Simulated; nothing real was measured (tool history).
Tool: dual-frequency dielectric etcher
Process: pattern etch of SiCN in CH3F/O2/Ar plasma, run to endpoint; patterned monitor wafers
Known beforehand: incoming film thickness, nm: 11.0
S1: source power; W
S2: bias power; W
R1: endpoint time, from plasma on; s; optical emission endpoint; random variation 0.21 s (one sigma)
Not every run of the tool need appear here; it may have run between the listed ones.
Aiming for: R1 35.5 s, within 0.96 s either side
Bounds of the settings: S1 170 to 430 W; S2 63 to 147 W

run  hour   S1   S2      R1
  1     0  300  105  29.299
  2     6  290  103  29.896
  3  14.5  280  101  30.389
  4  18.4  270   99  31.308
  5  24.6  260   98  31.617
  6  31.8  300   98  30.154
  7  35.2  290   97  30.801
  8  38.4  280   96  31.345

Next run, 4 choices. One meets every target within its allowed miss, the rest don't. Which?
  A  41.6  250  63   ?
  B  41.6  280  82   ?
  C  41.6  210  88   ?
  D  41.6  220  67   ?

move      R1
   A  36.898
   B  32.514
   C  35.201
   D  37.911
A: moves the result that the last run missed by most past its target, out the other side
B: closer than the last run, but not yet in spec
C: all results in spec
D: moves the result that the last run missed by most past its target, out the other side
C is the move that brings every result within its allowed miss.
